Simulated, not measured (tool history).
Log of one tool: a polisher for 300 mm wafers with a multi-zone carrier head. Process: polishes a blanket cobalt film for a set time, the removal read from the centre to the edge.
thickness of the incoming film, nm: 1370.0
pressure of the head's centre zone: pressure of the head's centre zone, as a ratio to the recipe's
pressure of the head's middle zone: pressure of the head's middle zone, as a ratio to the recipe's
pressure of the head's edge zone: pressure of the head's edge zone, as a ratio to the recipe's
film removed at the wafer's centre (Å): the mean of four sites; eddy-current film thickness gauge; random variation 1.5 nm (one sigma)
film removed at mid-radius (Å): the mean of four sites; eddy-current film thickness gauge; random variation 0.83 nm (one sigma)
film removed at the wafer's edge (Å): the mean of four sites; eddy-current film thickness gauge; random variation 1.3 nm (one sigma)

run  hour  flow of slurry (ml/min)  pressure of the head's centre zone  pressure of the head's middle zone  pressure of the head's edge zone  polishing time (s)  film removed at the wafer's centre (Å)  film removed at mid-radius (Å)  film removed at the wafer's edge (Å)
  1   0.0                      270                                1.00                                1.00                              1.00                  30                                 1401.90                         1437.10                               1359.20
  2   5.6                      270                                1.00                                1.00                              1.00                  36                                 1665.70                         1721.30                               1634.00
  3   8.9                      270                                1.07                                1.00                              1.00                  36                                 1762.20                         1741.80                               1613.20
  4  14.7                      265                                1.06                                1.00                              0.96                  31                                 1502.90                         1474.00                               1372.10
  5  21.6                      265                                1.06                                1.00                              0.90                  31                                 1506.40                         1469.80                               1316.30
  6  29.6                      265                                1.05                                1.00                              0.88                  27                                 1330.40                         1300.30                               1157.80

The next listed run, before its measurement:
  7  31.7                      260                                1.01                                0.98                              0.83                  19                                       ?                               ?                                     ?

Run 7 gave film removed at the wafer's centre (Å) 871.06, film removed at mid-radius (Å) 901.51, film removed at the wafer's edge (Å) 808.16.
